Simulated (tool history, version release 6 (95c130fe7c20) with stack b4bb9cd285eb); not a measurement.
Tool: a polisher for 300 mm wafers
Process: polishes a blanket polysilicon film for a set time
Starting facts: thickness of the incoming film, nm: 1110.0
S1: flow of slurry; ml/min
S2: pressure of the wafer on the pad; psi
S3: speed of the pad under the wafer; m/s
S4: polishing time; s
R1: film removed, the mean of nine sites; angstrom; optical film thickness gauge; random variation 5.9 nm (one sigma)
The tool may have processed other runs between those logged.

run 1 hour=0.0 | S1=195 S2=3.0 S3=1.02 S4=30 | R1=2426.7
run 2 hour=9.0 | S1=195 S2=3.0 S3=1.14 S4=30 | R1=2710.8
run 3 hour=11.5 | S1=195 S2=3.4 S3=1.16 S4=30 | R1=3129.6
run 4 hour=16.4 | S1=195 S2=3.7 S3=1.18 S4=30 | R1=3461.9
run 5 hour=21.4 | S1=195 S2=3.7 S3=1.18 S4=27 | R1=3033.6
run 6 hour=30.4 | S1=195 S2=4.0 S3=1.22 S4=27 | R1=3505.9
run 7 hour=35.7 | S1=195 S2=4.0 S3=1.22 S4=27 | R1=3384.1
run 8 hour=39.5 | S1=195 S2=4.2 S3=1.26 S4=27 | R1=3789.9

The next listed run, before its measurement:
run 9 hour=44.4 | S1=195 S2=4.3 S3=1.26 S4=27 | R1=?

Run 9 produced R1 3814.2 angstrom.

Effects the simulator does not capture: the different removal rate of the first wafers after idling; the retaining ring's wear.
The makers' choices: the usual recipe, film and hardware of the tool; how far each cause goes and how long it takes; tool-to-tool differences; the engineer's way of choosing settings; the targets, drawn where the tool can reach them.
